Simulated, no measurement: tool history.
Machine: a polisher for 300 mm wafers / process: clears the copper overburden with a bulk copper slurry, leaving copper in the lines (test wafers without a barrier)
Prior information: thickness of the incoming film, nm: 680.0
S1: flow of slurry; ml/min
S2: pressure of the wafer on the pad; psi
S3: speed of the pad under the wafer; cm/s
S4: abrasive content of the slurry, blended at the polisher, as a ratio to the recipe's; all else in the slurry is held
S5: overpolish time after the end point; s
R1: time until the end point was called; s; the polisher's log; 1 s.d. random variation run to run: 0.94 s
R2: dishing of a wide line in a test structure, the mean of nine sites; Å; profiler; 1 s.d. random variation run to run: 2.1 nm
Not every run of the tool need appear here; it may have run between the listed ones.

run,hour,S1,S2,S3,S4,S5,R1,R2
1,0,225,2.2,142,1,13,85.09,620.31
2,5.1,225,2.5,144,1,13,73.723,716.15
3,10.7,225,2.1,144,1,13,86.046,638.41
4,14,225,2.4,146,1,13,75.989,695.4
5,21.2,225,2.7,146,1,13,68.473,754.28
6,26.5,225,2.7,118,1,13,77.509,710.68
7,27.5,225,2.9,124,1,13,71.937,709.42

What does the tool deliver on the next run?
8,30.9,225,3.1,130,1,13,?,?

R1: 64.184 s
R2: 750.13 Å
